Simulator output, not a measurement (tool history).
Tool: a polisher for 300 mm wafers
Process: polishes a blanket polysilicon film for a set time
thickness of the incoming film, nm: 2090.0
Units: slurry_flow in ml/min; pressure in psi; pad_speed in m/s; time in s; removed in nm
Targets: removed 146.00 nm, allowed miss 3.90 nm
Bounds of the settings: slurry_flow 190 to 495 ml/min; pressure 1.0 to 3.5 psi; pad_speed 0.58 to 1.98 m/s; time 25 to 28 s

run  hour  slurry_flow  pressure  pad_speed  time  removed
  1   0.0          320       2.2       1.28    28   271.62
  2   3.5          320       2.0       1.26    28   244.27
  3  11.6          320       2.0       1.26    25   219.26
  4  16.2          320       2.0       1.26    25   216.40
  5  17.5          320       2.0       1.26    25   217.06
  6  20.6          320       2.0       1.26    28   246.32
  7  28.8          315       1.4       1.16    28   164.76
  8  30.3          315       1.3       1.16    28   154.03

5 next moves are on the table. One of them brings every result within its allowed miss. Which?
  A  31.8          320       1.3       1.22    27        ?
  B  31.8          390       1.0       1.50    25        ?
  C  31.8          250       1.0       1.32    28        ?
  D  31.8          345       1.1       1.28    25        ?
  E  31.8          370       1.0       1.30    27        ?

move  removed
   A   156.86
   B   145.19
   C   137.69
   D   133.22
   E   135.90
A: further off than the last run
B: meets every target
C: takes the result that was furthest off past its target
D: takes the result that was furthest off past its target
E: takes the result that was furthest off past its target
Answer: B
